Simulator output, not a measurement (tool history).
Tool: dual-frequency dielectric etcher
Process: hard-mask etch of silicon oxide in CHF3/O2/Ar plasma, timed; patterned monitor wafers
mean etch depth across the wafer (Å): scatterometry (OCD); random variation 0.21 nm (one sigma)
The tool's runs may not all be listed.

run	hour	source power (kW)	bias power (kW)	etch time (s)	mean etch depth across the wafer (Å)
1	0	0.89	0.162	16	368.75
2	1.9	0.89	0.187	16	391.19
3	7.9	0.83	0.184	16	377.97
4	16.6	0.83	0.212	16	394.33
5	22	0.77	0.208	16	378.32
# hour 23.3: wet clean of the chamber
6	23.3	0.77	0.223	16	397.12
7	24.2	0.59	0.2	15.5	317.34

Run 8 comes next. What will it give?
8	31.1	0.72	0.203	15.5	?

{"run 8": {"mean etch depth across the wafer (Å)": 356.69}}

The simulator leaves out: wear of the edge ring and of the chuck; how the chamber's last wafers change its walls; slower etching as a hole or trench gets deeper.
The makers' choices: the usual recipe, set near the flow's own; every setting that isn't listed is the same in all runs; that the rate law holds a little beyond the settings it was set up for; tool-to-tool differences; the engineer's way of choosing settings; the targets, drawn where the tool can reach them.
